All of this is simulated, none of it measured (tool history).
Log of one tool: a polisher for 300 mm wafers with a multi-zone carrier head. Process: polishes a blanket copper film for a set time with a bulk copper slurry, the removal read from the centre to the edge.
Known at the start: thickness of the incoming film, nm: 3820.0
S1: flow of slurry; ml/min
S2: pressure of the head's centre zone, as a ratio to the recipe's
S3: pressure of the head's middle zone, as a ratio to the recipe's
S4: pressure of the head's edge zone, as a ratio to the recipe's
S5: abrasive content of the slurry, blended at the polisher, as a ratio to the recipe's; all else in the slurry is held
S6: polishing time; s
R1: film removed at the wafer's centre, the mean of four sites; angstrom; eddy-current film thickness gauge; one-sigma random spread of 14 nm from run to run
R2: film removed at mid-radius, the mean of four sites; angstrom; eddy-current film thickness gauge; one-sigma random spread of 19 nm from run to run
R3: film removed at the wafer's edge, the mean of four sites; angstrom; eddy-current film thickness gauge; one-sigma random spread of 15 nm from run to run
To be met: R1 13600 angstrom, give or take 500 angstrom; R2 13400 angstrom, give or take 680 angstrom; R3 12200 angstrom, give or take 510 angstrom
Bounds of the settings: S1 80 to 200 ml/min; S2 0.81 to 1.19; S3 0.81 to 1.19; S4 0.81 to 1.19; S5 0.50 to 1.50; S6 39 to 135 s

run  hour   S1    S2    S3    S4    S5  S6     R1     R2     R3
  1   0.0  130  1.00  1.00  1.00  1.00  87  10106  10243  10232
  2   6.4  145  1.04  1.04  1.02  1.10  88  10999  11838  10970
  3   7.2  145  1.04  1.04  1.08  1.10  88  10927  11791  11039
  4  13.4  145  1.04  1.04  1.08  1.25  88  11354  11568  11278
  5  19.3  145  1.04  1.04  1.08  1.15  88  11119  11636  10975
  6  28.2  145  0.98  1.04  1.08  1.15  88  10568  11777  11116
  7  34.3  160  1.03  1.04  1.07  1.20  89  11465  11910  11246
  8  43.3  160  1.06  1.05  1.07  1.25  90  11960  12255  11591

Which one of the following 4 next-run settings gets every result inside its allowed miss? There is exactly one.
  A  52.3  190  1.03  1.08  1.07  1.20  93   ?   ?   ?
  B  52.3  175  1.11  1.17  1.00  1.05  90   ?   ?   ?
  C  52.3  185  1.15  1.09  1.03  1.30  92   ?   ?   ?
  D  52.3  150  1.04  1.08  1.03  1.35  94   ?   ?   ?

move     R1     R2     R3
   A  12170  13554  12285
   B  12158  13460  11044
   C  13644  13704  12112
   D  12238  13563  12188
A: gains on the last run, yet a result remains outside its allowed miss
B: gains on the last run, yet a result remains outside its allowed miss
C: all results in spec
D: gains on the last run, yet a result remains outside its allowed miss
So the answer is move C, the one that meets all the targets.
